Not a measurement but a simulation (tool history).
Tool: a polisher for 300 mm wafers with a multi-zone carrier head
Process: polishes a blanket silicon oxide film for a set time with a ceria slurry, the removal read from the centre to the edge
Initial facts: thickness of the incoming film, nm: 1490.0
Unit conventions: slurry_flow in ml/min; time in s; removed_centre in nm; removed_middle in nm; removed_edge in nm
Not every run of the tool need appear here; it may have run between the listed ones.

run  hour  slurry_flow  centre_zone  middle_zone  edge_zone  time  removed_centre  removed_middle  removed_edge
  1   0.0          285         1.00         1.00       1.00    52          210.58          214.38        207.26
  2   6.1          240         1.00         1.00       1.00    52          203.21          210.11        200.38
  3  14.0          235         0.99         0.99       0.98    49          186.03          192.57        187.41
  4  20.4          230         0.99         0.99       0.96    47          179.51          187.22        177.83
  5  20.9          225         0.99         0.98       0.94    45          170.89          171.89        167.20
  6  22.8          220         0.98         0.98       0.92    44          166.67          168.42        161.43
  7  26.4          215         0.97         0.98       0.91    43          157.98          161.12        156.98
  8  30.2          215         0.97         0.98       0.90    42          156.38          163.78        152.57
  9  33.5          215         0.96         0.97       0.89    41          151.95          156.04        149.40
 10  36.7          215         0.96         0.97       0.88    40          148.34          152.08        144.49
 11  42.5          215         0.96         0.96       0.87    39          142.81          146.58        139.87
 12  43.3          215         0.96         0.96       0.86    39          141.44          149.05        140.93

Forecast run 13:
 13  45.1          210         0.96         0.95       0.85    38               ?               ?             ?

Run 13 came out at removed_centre 138.68 nm, removed_middle 145.63 nm, removed_edge 133.64 nm.

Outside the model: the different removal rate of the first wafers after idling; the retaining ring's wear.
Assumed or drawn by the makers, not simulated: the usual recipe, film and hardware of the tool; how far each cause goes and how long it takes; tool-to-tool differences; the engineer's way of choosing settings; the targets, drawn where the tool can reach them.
